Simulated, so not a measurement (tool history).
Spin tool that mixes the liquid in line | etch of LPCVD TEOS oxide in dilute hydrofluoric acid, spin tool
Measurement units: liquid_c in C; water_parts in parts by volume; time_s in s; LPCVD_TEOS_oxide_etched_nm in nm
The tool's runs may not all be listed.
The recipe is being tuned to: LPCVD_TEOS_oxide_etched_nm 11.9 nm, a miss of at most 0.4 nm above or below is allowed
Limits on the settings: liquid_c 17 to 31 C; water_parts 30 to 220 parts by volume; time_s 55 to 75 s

| run | hour | liquid_c | water_parts | time_s | LPCVD_TEOS_oxide_etched_nm |
|---|---|---|---|---|---|
| 1 | 0 | 23 | 125 | 75 | 15.768 |
| 2 | 4.2 | 21.5 | 125 | 75 | 15.032 |
| 3 | 9.3 | 21.5 | 125 | 75 | 14.665 |
| 4 | 13.4 | 21.5 | 125 | 75 | 14.712 |
| 5 | 15.6 | 20.5 | 125 | 75 | 14.383 |
| 6 | 16.8 | 20.5 | 125 | 55 | 10.492 |
| 7 | 21.5 | 21 | 125 | 55 | 10.654 |
| 8 | 30.4 | 21.5 | 125 | 55 | 10.757 |
| 9 | 37.9 | 22 | 125 | 55 | 10.911 |
| 10 | 40.4 | 22.5 | 125 | 55 | 11.276 |

Exactly one of the 4 candidate moves below puts every result within its allowed miss. Which one?
| A | 42.9 | 21 | 135 | 75 | ? |
| B | 42.9 | 18.5 | 130 | 65 | ? |
| C | 42.9 | 21.5 | 115 | 55 | ? |
| D | 42.9 | 23 | 140 | 60 | ? |

| move | LPCVD_TEOS_oxide_etched_nm |
|---|---|
| A | 13.266 |
| B | 10.852 |
| C | 11.912 |
| D | 11.01 |
A: the result that was furthest off in the last run now lies on the other side of its target
B: moves away from the targets compared with the last run
C: every result within its allowed miss
D: moves away from the targets compared with the last run
The move that meets every target is C.

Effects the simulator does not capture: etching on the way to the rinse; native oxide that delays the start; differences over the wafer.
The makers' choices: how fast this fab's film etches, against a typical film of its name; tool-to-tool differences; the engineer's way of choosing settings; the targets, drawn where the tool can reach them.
